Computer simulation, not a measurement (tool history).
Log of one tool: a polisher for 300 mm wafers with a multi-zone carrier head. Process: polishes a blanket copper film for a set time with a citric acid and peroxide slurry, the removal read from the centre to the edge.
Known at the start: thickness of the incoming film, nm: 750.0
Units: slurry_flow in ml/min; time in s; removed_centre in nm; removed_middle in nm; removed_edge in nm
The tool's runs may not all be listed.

Run 1, hour 0.0: slurry_flow 235 ml/min, centre_zone 1.00, middle_zone 1.00, edge_zone 1.00, slurry_solids 1.00, time 79 s. Result: removed_centre 117.36 nm, removed_middle 117.86 nm, removed_edge 115.27 nm.
Run 2, hour 2.8: slurry_flow 235 ml/min, centre_zone 1.00, middle_zone 1.00, edge_zone 1.00, slurry_solids 1.20, time 79 s. Result: removed_centre 123.62 nm, removed_middle 123.06 nm, removed_edge 119.27 nm.
Run 3, hour 7.5: slurry_flow 235 ml/min, centre_zone 1.01, middle_zone 1.00, edge_zone 1.02, slurry_solids 1.25, time 80 s. Result: removed_centre 128.84 nm, removed_middle 127.77 nm, removed_edge 125.09 nm.
Run 4, hour 14.1: slurry_flow 235 ml/min, centre_zone 1.02, middle_zone 1.00, edge_zone 1.04, slurry_solids 1.25, time 80 s. Result: removed_centre 128.36 nm, removed_middle 128.02 nm, removed_edge 122.00 nm.
Run 5, hour 22.4: slurry_flow 235 ml/min, centre_zone 1.02, middle_zone 1.05, edge_zone 1.04, slurry_solids 1.25, time 80 s. Result: removed_centre 128.36 nm, removed_middle 131.51 nm, removed_edge 123.54 nm.
Run 6, hour 28.6: slurry_flow 235 ml/min, centre_zone 1.02, middle_zone 1.05, edge_zone 0.99, slurry_solids 1.25, time 80 s. Result: removed_centre 128.74 nm, removed_middle 131.16 nm, removed_edge 118.88 nm.
Run 7, hour 34.8: slurry_flow 235 ml/min, centre_zone 1.03, middle_zone 1.03, edge_zone 1.01, slurry_solids 1.30, time 80 s. Result: removed_centre 130.64 nm, removed_middle 130.74 nm, removed_edge 122.94 nm.

Run 8 comes next. What will it give?
Run 8, hour 38.5: slurry_flow 235 ml/min, centre_zone 1.04, middle_zone 1.02, edge_zone 1.02, slurry_solids 1.30, time 81 s. Result: removed_centre ?, removed_middle ?, removed_edge ?.

removed_centre: 134.36 nm
removed_middle: 132.99 nm
removed_edge: 124.89 nm
